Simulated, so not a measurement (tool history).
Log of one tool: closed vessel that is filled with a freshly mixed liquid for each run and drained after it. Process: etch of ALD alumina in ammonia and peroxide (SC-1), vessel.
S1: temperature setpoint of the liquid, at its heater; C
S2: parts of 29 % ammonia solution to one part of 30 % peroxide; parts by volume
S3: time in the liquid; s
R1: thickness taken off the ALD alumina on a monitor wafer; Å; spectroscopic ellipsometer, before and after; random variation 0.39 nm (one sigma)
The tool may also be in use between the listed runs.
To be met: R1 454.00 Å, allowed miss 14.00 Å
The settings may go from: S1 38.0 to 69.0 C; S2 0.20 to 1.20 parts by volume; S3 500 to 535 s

run	day	S1	S2	S3	R1
1	0.000	53.0	0.85	500	351.58
2	0.254	54.5	0.85	500	375.80
3	0.358	54.5	1.15	500	389.86
4	0.562	54.5	1.15	500	400.46
5	0.667	54.5	1.20	500	395.22
6	0.833	54.5	1.20	500	394.16
7	0.958	55.5	1.20	500	423.50
8	1.025	56.0	1.20	500	425.09

Which of these 5 next moves meets every target?
A	1.092	55.0	1.20	515	?
B	1.092	53.0	1.20	535	?
C	1.092	54.5	1.10	500	?
D	1.092	57.0	1.20	500	?
E	1.092	55.5	1.10	500	?

move	R1
A	419.91
B	392.00
C	393.72
D	453.00
E	415.19
A: further off than the last run
B: further off than the last run
C: further off than the last run
D: meets every target
E: further off than the last run
Answer: D
